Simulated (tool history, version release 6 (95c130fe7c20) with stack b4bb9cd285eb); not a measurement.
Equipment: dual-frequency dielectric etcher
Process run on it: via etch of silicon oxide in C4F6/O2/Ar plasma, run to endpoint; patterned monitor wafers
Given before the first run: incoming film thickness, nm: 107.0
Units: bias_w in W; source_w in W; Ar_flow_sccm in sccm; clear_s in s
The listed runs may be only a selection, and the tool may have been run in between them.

Run 1, hour 0: bias_w 512 W, source_w 380 W, Ar_flow_sccm 391 sccm. Result: clear_s 24.759 s.
Run 2, hour 6: bias_w 571 W, source_w 380 W, Ar_flow_sccm 391 sccm. Result: clear_s 23.968 s.
Run 3, hour 14.4: bias_w 580 W, source_w 380 W, Ar_flow_sccm 390 sccm. Result: clear_s 24.07 s.
Run 4, hour 15.8: bias_w 588 W, source_w 380 W, Ar_flow_sccm 389 sccm. Result: clear_s 23.901 s.
Run 5, hour 22.2: bias_w 588 W, source_w 380 W, Ar_flow_sccm 348 sccm. Result: clear_s 23.463 s.
Run 6, hour 30.2: bias_w 594 W, source_w 380 W, Ar_flow_sccm 347 sccm. Result: clear_s 23.625 s.
Run 7, hour 31.4: bias_w 601 W, source_w 380 W, Ar_flow_sccm 347 sccm. Result: clear_s 23.33 s.
Run 8, hour 38.1: bias_w 606 W, source_w 380 W, Ar_flow_sccm 347 sccm. Result: clear_s 23.368 s.
Run 9, hour 40.4: bias_w 612 W, source_w 380 W, Ar_flow_sccm 347 sccm. Result: clear_s 23.541 s.

Expected results for the next run?
Run 10, hour 45.7: bias_w 616 W, source_w 380 W, Ar_flow_sccm 346 sccm. Result: clear_s ?.

Run 10 gave clear_s 23.352 s.

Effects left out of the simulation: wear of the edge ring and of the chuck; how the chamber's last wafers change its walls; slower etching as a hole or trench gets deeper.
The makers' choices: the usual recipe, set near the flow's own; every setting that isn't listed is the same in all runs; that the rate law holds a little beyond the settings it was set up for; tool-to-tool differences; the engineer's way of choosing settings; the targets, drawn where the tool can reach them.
